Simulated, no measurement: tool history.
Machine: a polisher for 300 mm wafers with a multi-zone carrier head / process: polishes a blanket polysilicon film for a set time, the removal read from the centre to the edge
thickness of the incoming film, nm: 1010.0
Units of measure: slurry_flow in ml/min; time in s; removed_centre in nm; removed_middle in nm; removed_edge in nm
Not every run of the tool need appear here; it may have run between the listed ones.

run,hour,slurry_flow,centre_zone,middle_zone,edge_zone,time,removed_centre,removed_middle,removed_edge
1,0.0,200,1.00,1.00,1.00,47,298.82,294.34,288.20
2,0.8,210,1.04,1.00,1.02,49,321.07,306.31,301.63
3,5.7,210,1.10,1.00,1.02,49,336.27,305.52,299.54
4,7.6,210,1.10,1.05,1.02,49,345.74,323.68,299.90
5,16.6,210,1.10,0.97,1.02,49,337.36,301.87,306.14
6,25.1,210,1.04,0.97,1.02,49,318.29,291.97,300.77
7,31.0,220,1.07,0.97,1.02,51,341.56,307.13,317.47

Run 8 is up next; what results do you expect?
8,33.1,225,1.10,0.97,1.01,53,?,?,?

removed_centre: 376.10 nm
removed_middle: 339.58 nm
removed_edge: 320.85 nm

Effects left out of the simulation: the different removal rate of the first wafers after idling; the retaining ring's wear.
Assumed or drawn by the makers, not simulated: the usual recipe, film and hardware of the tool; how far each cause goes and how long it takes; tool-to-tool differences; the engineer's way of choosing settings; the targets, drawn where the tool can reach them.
